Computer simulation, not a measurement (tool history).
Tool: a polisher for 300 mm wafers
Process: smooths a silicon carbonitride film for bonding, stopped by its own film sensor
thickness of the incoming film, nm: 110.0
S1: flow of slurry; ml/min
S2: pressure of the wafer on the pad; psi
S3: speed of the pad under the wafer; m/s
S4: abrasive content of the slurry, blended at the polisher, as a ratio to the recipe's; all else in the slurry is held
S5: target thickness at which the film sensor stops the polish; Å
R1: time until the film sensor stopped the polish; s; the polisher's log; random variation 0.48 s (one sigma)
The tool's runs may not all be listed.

{"run": 1, "hour": 0.0, "S1": 145, "S2": 2.3, "S3": 0.84, "S4": 1.0, "S5": 990, "R1": 38.978}
{"run": 2, "hour": 5.7, "S1": 145, "S2": 2.3, "S3": 0.98, "S4": 1.0, "S5": 990, "R1": 36.351}
{"run": 3, "hour": 8.8, "S1": 145, "S2": 2.5, "S3": 1.0, "S4": 1.0, "S5": 990, "R1": 31.409}
{"run": 4, "hour": 12.9, "S1": 145, "S2": 2.5, "S3": 1.0, "S4": 1.0, "S5": 990, "R1": 31.965}
{"run": 5, "hour": 16.5, "S1": 145, "S2": 2.5, "S3": 1.0, "S4": 1.0, "S5": 990, "R1": 31.777}
{"run": 6, "hour": 24.1, "S1": 130, "S2": 2.5, "S3": 1.0, "S4": 1.0, "S5": 990, "R1": 31.799}
{"run": 7, "hour": 31.6, "S1": 130, "S2": 2.6, "S3": 1.0, "S4": 1.0, "S5": 990, "R1": 31.119}
{"run": 8, "hour": 35.3, "S1": 130, "S2": 2.7, "S3": 1.0, "S4": 1.0, "S5": 990, "R1": 29.888}
{"run": 9, "hour": 36.8, "S1": 130, "S2": 2.8, "S3": 1.0, "S4": 1.0, "S5": 990, "R1": 29.339}

Run 10 comes next. What will it give?
{"run": 10, "hour": 42.2, "S1": 130, "S2": 2.9, "S3": 1.0, "S4": 1.0, "S5": 990, "R1": "?"}

{"run 10": {"R1": 28.737}}
